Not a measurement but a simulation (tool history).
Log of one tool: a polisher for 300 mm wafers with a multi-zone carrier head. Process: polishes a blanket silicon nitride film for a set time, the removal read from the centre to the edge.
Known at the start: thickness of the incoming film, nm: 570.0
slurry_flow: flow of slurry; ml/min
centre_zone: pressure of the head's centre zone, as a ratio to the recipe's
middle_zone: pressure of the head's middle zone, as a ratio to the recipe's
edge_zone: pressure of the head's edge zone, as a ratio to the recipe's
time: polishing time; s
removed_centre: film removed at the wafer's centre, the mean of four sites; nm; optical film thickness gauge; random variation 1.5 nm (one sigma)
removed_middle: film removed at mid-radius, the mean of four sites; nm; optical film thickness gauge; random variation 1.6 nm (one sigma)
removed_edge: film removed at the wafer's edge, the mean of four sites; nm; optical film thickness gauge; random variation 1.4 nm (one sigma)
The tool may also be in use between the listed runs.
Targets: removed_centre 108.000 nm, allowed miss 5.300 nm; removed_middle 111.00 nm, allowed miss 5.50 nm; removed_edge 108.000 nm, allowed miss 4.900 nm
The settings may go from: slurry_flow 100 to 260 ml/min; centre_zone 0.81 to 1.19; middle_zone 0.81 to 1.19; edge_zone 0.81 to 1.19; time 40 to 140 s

run	day	slurry_flow	centre_zone	middle_zone	edge_zone	time	removed_centre	removed_middle	removed_edge
1	0.000	165	1.00	1.00	1.00	90	198.210	204.15	207.220
2	0.275	160	1.00	1.00	0.97	80	182.370	183.06	186.650
3	0.571	160	1.00	1.00	0.97	100	226.540	225.32	229.990
4	0.904	200	1.00	1.00	0.97	100	228.900	239.05	239.960
5	0.971	180	0.98	1.00	0.94	88	200.640	200.69	203.490
6	1.058	165	0.96	1.02	0.93	78	172.000	183.77	172.920
7	1.329	160	0.94	1.00	0.92	71	149.090	160.48	157.730
8	1.704	170	0.99	1.00	0.83	46	103.520	105.11	101.830
9	2.029	170	0.99	1.00	0.84	46	103.190	103.85	98.792
10	2.104	170	0.99	1.00	0.85	46	102.810	106.11	100.290
11	2.450	170	0.99	1.00	0.86	46	103.370	105.44	99.987

Which of these 4 next moves meets every target?
A	2.796	140	0.83	0.81	0.86	54	?	?	?
B	2.796	175	0.96	0.87	0.85	50	?	?	?
C	2.796	250	0.93	0.94	0.84	48	?	?	?
D	2.796	100	0.98	0.88	0.81	54	?	?	?

move	removed_centre	removed_middle	removed_edge
A	96.508	101.44	117.790
B	108.020	103.33	111.390
C	105.930	110.91	110.070
D	105.310	101.11	109.090
A: takes the result that was furthest off past its target
B: brings the result that was furthest off to its target, and leaves another outside
C: meets every target
D: brings the result that was furthest off to its target, and leaves another outside
Answer: C
